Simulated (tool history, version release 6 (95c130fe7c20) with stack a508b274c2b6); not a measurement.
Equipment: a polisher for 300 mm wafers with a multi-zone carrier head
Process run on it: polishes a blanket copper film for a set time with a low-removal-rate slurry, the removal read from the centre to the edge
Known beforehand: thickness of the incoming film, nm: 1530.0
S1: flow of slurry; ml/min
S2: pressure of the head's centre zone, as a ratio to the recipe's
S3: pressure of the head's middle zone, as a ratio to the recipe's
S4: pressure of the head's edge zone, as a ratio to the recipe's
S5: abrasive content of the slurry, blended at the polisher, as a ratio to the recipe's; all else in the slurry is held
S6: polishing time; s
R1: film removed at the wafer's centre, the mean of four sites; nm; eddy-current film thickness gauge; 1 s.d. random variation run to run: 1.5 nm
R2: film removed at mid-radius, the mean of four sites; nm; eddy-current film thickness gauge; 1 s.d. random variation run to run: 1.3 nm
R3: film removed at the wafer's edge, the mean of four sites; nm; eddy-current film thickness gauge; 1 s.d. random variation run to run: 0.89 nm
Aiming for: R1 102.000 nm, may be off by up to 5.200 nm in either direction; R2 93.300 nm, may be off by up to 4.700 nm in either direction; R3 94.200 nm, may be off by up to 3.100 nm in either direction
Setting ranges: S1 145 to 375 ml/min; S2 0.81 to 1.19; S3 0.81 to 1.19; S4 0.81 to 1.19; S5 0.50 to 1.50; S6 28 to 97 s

run	day	S1	S2	S3	S4	S5	S6	R1	R2	R3
1	0.000	240	1.00	1.00	1.00	1.00	62	129.700	124.440	130.060
2	0.033	240	1.00	1.00	0.99	0.95	61	125.660	121.860	125.860
3	0.175	240	1.00	0.99	0.98	0.90	60	124.100	116.600	122.490
4	0.296	240	1.00	0.99	0.97	0.85	59	118.360	111.970	118.280
5	0.438	240	1.00	0.99	1.03	0.85	59	120.870	110.700	122.210
6	0.696	240	1.00	0.99	1.01	0.80	58	120.170	111.770	116.970
7	0.904	220	0.95	0.89	0.93	0.55	51	91.087	86.891	93.379
8	0.992	225	0.96	0.90	0.93	0.55	51	90.305	87.814	92.979
# day 1.350: worn pad replaced by a new one
9	1.350	225	0.96	0.90	0.93	0.55	51	101.960	96.995	103.930

Consider the 5 candidate settings below. Which is the only one whose results all fall within their allowed miss of target?
A	1.708	220	1.06	1.18	0.81	0.50	47	?	?	?
B	1.708	285	0.90	0.90	0.92	0.55	54	?	?	?
C	1.708	220	0.84	0.82	1.01	0.60	57	?	?	?
D	1.708	240	1.05	0.98	0.92	0.85	44	?	?	?
E	1.708	235	0.91	0.81	0.89	0.50	57	?	?	?

move	R1	R2	R3
A	101.730	105.190	87.778
B	103.820	105.770	110.940
C	99.607	103.180	120.770
D	102.520	94.505	94.362
E	106.680	101.060	112.150
A: moves the result that the last run missed by most past its target, out the other side
B: lands further from the targets than the last run did
C: lands further from the targets than the last run did
D: every result within its allowed miss
E: lands further from the targets than the last run did
D meets every target.
